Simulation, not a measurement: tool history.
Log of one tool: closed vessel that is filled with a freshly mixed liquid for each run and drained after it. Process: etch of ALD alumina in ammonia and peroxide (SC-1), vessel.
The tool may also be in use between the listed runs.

run,day,temperature setpoint of the liquid (°C),parts of 29 % ammonia solution to one part of 30 % peroxide (parts by volume),time in the liquid (s),thickness taken off the ALD alumina on a monitor wafer (nm)
1,0,58,0.45,205,11.316
2,0.296,59.5,0.45,205,12.032
3,0.475,60.5,0.45,205,12.859
4,0.542,61,0.45,205,12.843
5,0.708,62,0.45,205,14.09
6,0.833,58.5,0.45,205,11.452

Run 7 comes next. What will it give?
7,1.054,58.5,0.45,205,?

thickness taken off the ALD alumina on a monitor wafer (nm): 11.35
